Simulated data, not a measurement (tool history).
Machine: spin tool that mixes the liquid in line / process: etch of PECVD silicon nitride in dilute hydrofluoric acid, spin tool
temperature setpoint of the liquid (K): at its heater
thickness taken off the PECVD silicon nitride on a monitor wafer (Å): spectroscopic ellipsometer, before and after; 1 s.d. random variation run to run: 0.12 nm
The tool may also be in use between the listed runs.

run,day,temperature setpoint of the liquid (K),parts of water to one part of 49 % hydrofluoric acid (parts by volume),time under the liquid (s),thickness taken off the PECVD silicon nitride on a monitor wafer (Å)
1,0.000,295.15,235,310,39.593
2,0.358,295.15,235,310,39.003
3,0.696,295.15,235,330,41.737
4,0.762,291.65,235,330,33.316
5,0.867,294.15,215,330,42.827
6,0.962,297.65,215,330,53.318

For run 7, what comes out?
7,1.304,298.65,195,330,?

{"run 7": {"thickness taken off the PECVD silicon nitride on a monitor wafer (Å)": 63.696}}
